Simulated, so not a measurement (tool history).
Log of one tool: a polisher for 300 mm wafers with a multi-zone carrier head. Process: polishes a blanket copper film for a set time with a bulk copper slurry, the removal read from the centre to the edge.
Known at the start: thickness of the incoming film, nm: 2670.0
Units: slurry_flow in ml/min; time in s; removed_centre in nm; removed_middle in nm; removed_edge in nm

run,hour,slurry_flow,centre_zone,middle_zone,edge_zone,slurry_solids,time,removed_centre,removed_middle,removed_edge
1,0,130,1,1,1,1,49,558.28,569.92,548.01
2,1.7,130,1,1,1,0.85,49,529.05,537.83,532.15
3,9.9,135,1.01,1.01,0.98,0.8,47,513.77,514.53,503.32
4,10.9,135,1.02,1.03,0.96,0.75,45,489.48,503.22,472.45
5,16.1,135,1.02,1.03,0.96,0.9,45,511.55,512.25,488.26
6,24.4,135,1.03,1.05,0.94,0.85,43,485.82,502.27,455.66
7,30.8,135,1.04,1.05,0.93,0.8,42,473.15,480.17,428.69
8,36.2,130,1.04,1.05,0.92,0.75,42,462.41,472.57,427.13
9,41.6,130,1.05,1.05,0.91,0.7,41,444.5,444.52,416.74
10,46.8,130,1.05,1.05,0.91,0.7,41,444.77,450.04,407.84
11,50.1,130,1.06,1.06,0.9,0.7,40,437.01,442.38,394.74
12,53,125,1.07,1.07,0.89,0.7,40,436.48,438.41,391.7
13,54.4,125,1.08,1.08,0.88,0.7,40,446.66,444.68,392.77
14,58.5,125,1.09,1.08,0.87,0.7,39,431.7,429.05,373.9
15,61.6,125,1.1,1.09,0.86,0.7,39,438.42,429.71,381.76

Forecast run 16:
16,68.7,160,1.13,1.14,0.81,0.5,29,?,?,?

Run 16 gave removed_centre 321.49 nm, removed_middle 310.26 nm, removed_edge 254.77 nm.
